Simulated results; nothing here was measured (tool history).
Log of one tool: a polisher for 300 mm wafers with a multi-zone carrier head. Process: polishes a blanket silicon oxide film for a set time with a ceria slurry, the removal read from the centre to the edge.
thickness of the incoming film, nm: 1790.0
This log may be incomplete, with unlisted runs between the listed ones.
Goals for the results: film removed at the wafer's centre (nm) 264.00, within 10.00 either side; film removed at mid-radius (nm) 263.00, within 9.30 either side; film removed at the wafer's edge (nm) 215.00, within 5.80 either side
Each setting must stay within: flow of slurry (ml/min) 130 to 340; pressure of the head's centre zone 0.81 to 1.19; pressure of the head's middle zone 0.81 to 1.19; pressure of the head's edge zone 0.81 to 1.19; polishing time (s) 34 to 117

run	hour	flow of slurry (ml/min)	pressure of the head's centre zone	pressure of the head's middle zone	pressure of the head's edge zone	polishing time (s)	film removed at the wafer's centre (nm)	film removed at mid-radius (nm)	film removed at the wafer's edge (nm)
1	0.0	220	1.00	1.00	1.00	75	305.29	295.90	295.49
2	5.2	220	1.00	0.97	1.00	75	306.12	291.70	295.08
3	7.3	220	1.01	0.99	0.98	73	298.33	286.67	283.86
4	8.9	220	1.02	1.00	0.96	72	301.29	287.13	276.48
5	15.2	220	1.02	1.01	0.94	71	290.96	288.59	271.19
6	22.8	220	1.03	1.01	0.93	70	292.95	278.08	267.08
7	23.9	220	1.04	1.03	0.92	69	290.24	278.66	262.91
8	27.5	225	1.05	1.05	0.91	68	289.30	283.40	261.45
9	34.5	220	1.06	1.06	0.90	67	285.72	277.53	253.58
10	39.1	215	1.07	1.07	0.89	66	286.29	277.30	247.15
11	44.3	210	1.07	1.07	0.88	66	287.81	273.48	245.22
12	52.7	205	1.07	1.08	0.87	66	281.61	276.17	242.99
13	60.7	200	1.07	1.09	0.86	66	282.12	274.52	242.89
14	66.3	200	1.07	1.09	0.86	66	278.70	279.33	239.70
15	67.6	200	1.07	1.09	0.86	66	278.16	283.54	238.73
16	75.6	195	1.07	1.09	0.85	66	274.41	273.71	239.02
17	84.2	190	1.08	1.10	0.85	65	272.22	275.33	235.19
18	92.4	185	1.09	1.10	0.85	65	280.67	276.22	238.22
19	95.0	190	1.09	1.10	0.85	64	272.00	265.38	232.62
20	102.2	190	1.09	1.11	0.85	63	269.56	268.77	226.58
21	110.3	185	1.09	1.11	0.85	63	263.59	265.98	230.39
22	117.7	190	1.09	1.11	0.85	63	263.70	265.76	227.45
23	125.8	190	1.12	1.13	0.83	62	271.69	264.28	221.70

4 next moves are on the table. One of them brings every result within its allowed miss. Which?
A	133.9	165	1.06	1.09	0.94	65	?	?	?
B	133.9	180	1.01	1.09	0.89	64	?	?	?
C	133.9	175	1.11	1.12	0.87	64	?	?	?
D	133.9	150	1.15	1.17	0.83	63	?	?	?

move	film removed at the wafer's centre (nm)	film removed at mid-radius (nm)	film removed at the wafer's edge (nm)
A	263.95	265.97	241.24
B	254.00	266.41	235.23
C	274.18	271.06	232.13
D	268.53	268.10	219.04
A: its largest miss is bigger than the last run's
B: its largest miss is bigger than the last run's
C: its largest miss is bigger than the last run's
D: every result within its allowed miss
Go with D: it meets all targets.

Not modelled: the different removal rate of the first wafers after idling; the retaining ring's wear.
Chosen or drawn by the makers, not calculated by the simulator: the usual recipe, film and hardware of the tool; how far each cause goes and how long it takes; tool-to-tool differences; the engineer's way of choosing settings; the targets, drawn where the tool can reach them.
